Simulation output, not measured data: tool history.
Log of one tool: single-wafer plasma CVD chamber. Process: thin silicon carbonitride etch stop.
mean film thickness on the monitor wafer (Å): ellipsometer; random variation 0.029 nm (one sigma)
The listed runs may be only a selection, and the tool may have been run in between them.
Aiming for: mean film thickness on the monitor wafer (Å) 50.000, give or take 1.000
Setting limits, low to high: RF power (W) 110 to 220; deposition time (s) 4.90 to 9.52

run  hour  RF power (W)  deposition time (s)  mean film thickness on the monitor wafer (Å)
  1   0.0           165                 7.21                                        39.591
  2   0.7           165                 6.49                                        35.797
  3   2.4           175                 6.49                                        35.651
  4   9.8           190                 6.49                                        36.375
  5  14.4           195                 7.10                                        40.236
  6  21.5           200                 7.49                                        42.387
  7  23.1           200                 7.81                                        44.097
  8  31.8           200                 8.06                                        45.548
  9  35.2           200                 8.25                                        46.747
 10  39.3           200                 8.38                                        47.445
 11  44.4           200                 8.48                                        47.780
 12  49.1           200                 8.56                                        48.416
 13  49.7           200                 8.61                                        49.197

Which one of the following 4 next-run settings gets every result inside its allowed miss? There is exactly one.
  A  50.3           190                 8.48                                             ?
  B  50.3           205                 8.38                                             ?
  C  50.3           170                 9.10                                             ?
  D  50.3           190                 8.57                                             ?

move  mean film thickness on the monitor wafer (Å)
   A                                        47.704
   B                                        47.977
   C                                        49.921
   D                                        48.211
A: moves away from the targets compared with the last run
B: moves away from the targets compared with the last run
C: hits every target within its allowed miss
D: moves away from the targets compared with the last run
Go with C: it meets all targets.
